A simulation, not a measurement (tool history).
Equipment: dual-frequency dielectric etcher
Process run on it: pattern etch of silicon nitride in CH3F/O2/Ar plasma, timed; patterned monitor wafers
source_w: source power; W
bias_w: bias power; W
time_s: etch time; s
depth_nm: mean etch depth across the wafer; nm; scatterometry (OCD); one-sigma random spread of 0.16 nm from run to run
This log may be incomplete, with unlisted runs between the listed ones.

run	day	source_w	bias_w	time_s	depth_nm
1	0	360	101	97.5	73.65
2	0.208	380	101	97.5	74.95
3	0.296	380	111	97.5	78.765
4	0.488	340	110	97.5	75.146
5	0.633	340	110	101.5	78.058
6	0.896	310	110	101.5	75.682

Run 7 comes next. What will it give?
7	1.229	290	110	101.5	?

{"run 7": {"depth_nm": 74.088}}
